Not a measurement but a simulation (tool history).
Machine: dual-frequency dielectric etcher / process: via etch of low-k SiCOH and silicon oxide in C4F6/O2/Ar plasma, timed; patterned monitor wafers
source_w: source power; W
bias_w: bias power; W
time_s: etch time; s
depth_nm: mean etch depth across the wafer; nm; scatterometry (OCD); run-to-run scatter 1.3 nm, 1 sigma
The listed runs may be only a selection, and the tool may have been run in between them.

run,day,source_w,bias_w,time_s,depth_nm
1,0,300,173,120.5,303.14
2,0.171,280,167,120.5,289.44
3,0.262,260,165,120.5,281.59
4,0.321,260,165,120.5,281.6
5,0.621,260,165,125.5,290.22
6,0.846,230,165,125.5,278.13

The next listed run, before its measurement:
7,1.183,220,162,125.5,?

depth_nm: 268.73 nm
